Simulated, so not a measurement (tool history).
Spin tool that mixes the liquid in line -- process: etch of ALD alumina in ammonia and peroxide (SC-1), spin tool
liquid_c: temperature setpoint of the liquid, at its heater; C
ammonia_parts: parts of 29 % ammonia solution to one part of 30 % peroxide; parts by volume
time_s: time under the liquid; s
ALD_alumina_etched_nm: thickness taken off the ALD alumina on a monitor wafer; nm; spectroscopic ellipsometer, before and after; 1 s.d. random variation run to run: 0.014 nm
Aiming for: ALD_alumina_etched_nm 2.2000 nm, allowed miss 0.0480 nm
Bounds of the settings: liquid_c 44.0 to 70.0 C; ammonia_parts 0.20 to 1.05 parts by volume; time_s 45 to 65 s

run 1 hour=0.0 | liquid_c=60.0 ammonia_parts=0.55 time_s=65 | ALD_alumina_etched_nm=4.6270
run 2 hour=3.6 | liquid_c=60.0 ammonia_parts=0.65 time_s=65 | ALD_alumina_etched_nm=4.7145
run 3 hour=12.2 | liquid_c=60.0 ammonia_parts=0.85 time_s=65 | ALD_alumina_etched_nm=4.7769
run 4 hour=15.5 | liquid_c=60.0 ammonia_parts=0.65 time_s=65 | ALD_alumina_etched_nm=4.6708
run 5 hour=20.1 | liquid_c=58.0 ammonia_parts=0.65 time_s=65 | ALD_alumina_etched_nm=4.2196
run 6 hour=22.7 | liquid_c=54.0 ammonia_parts=0.65 time_s=65 | ALD_alumina_etched_nm=3.4061
run 7 hour=28.7 | liquid_c=54.0 ammonia_parts=0.65 time_s=65 | ALD_alumina_etched_nm=3.3822
run 8 hour=37.7 | liquid_c=53.0 ammonia_parts=0.65 time_s=65 | ALD_alumina_etched_nm=3.2136
run 9 hour=39.6 | liquid_c=52.0 ammonia_parts=0.65 time_s=65 | ALD_alumina_etched_nm=3.0606
run 10 hour=40.5 | liquid_c=51.0 ammonia_parts=0.65 time_s=65 | ALD_alumina_etched_nm=2.9215
run 11 hour=41.1 | liquid_c=51.0 ammonia_parts=0.65 time_s=65 | ALD_alumina_etched_nm=2.9191
run 12 hour=41.9 | liquid_c=50.0 ammonia_parts=0.65 time_s=65 | ALD_alumina_etched_nm=2.7877
run 13 hour=44.4 | liquid_c=49.5 ammonia_parts=0.65 time_s=65 | ALD_alumina_etched_nm=2.6584
run 14 hour=48.3 | liquid_c=49.0 ammonia_parts=0.65 time_s=65 | ALD_alumina_etched_nm=2.5569
run 15 hour=53.1 | liquid_c=48.5 ammonia_parts=0.65 time_s=65 | ALD_alumina_etched_nm=2.5332
run 16 hour=61.4 | liquid_c=48.5 ammonia_parts=0.65 time_s=65 | ALD_alumina_etched_nm=2.5541
run 17 hour=68.3 | liquid_c=48.0 ammonia_parts=0.65 time_s=65 | ALD_alumina_etched_nm=2.4599
run 18 hour=74.7 | liquid_c=47.5 ammonia_parts=0.65 time_s=65 | ALD_alumina_etched_nm=2.4003
run 19 hour=75.2 | liquid_c=46.5 ammonia_parts=0.65 time_s=65 | ALD_alumina_etched_nm=2.2702

Exercise: of the 5 proposed moves below, exactly one satisfies all targets within the stated allowed misses. Which move is it?
run A hour=75.7 | liquid_c=50.5 ammonia_parts=0.70 time_s=50 | ALD_alumina_etched_nm=?
run B hour=75.7 | liquid_c=48.5 ammonia_parts=0.35 time_s=65 | ALD_alumina_etched_nm=?
run C hour=75.7 | liquid_c=47.5 ammonia_parts=0.60 time_s=65 | ALD_alumina_etched_nm=?
run D hour=75.7 | liquid_c=47.0 ammonia_parts=0.55 time_s=65 | ALD_alumina_etched_nm=?
run E hour=75.7 | liquid_c=47.0 ammonia_parts=0.75 time_s=65 | ALD_alumina_etched_nm=?

move=A ALD_alumina_etched_nm=2.1797
move=B ALD_alumina_etched_nm=2.3752
move=C ALD_alumina_etched_nm=2.3648
move=D ALD_alumina_etched_nm=2.2804
move=E ALD_alumina_etched_nm=2.3489
A: all results land within tolerance of their targets
B: the biggest miss grows against the last run
C: the biggest miss grows against the last run
D: the biggest miss grows against the last run
E: the biggest miss grows against the last run
A is the move that brings every result within its allowed miss.
